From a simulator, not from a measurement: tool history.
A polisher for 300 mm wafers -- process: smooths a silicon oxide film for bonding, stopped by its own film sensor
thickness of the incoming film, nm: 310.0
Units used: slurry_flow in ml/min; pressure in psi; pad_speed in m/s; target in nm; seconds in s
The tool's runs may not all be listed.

run	day	slurry_flow	pressure	pad_speed	slurry_solids	target	seconds
1	0.000	310	1.8	1.10	1.00	240	114.89
2	0.308	310	1.8	1.10	1.00	240	117.92
3	0.458	310	1.5	1.02	1.00	240	145.30
4	0.533	310	1.5	0.92	1.00	240	158.75
5	0.900	310	1.5	0.92	1.15	240	145.82
6	1.133	310	1.7	0.92	1.15	240	130.38
7	1.246	310	1.4	0.86	1.15	240	163.66
8	1.433	310	1.2	0.84	1.15	240	192.31

What does the tool deliver on the next run?
9	1.562	310	1.2	0.84	1.15	240	?

seconds: 193.75 s

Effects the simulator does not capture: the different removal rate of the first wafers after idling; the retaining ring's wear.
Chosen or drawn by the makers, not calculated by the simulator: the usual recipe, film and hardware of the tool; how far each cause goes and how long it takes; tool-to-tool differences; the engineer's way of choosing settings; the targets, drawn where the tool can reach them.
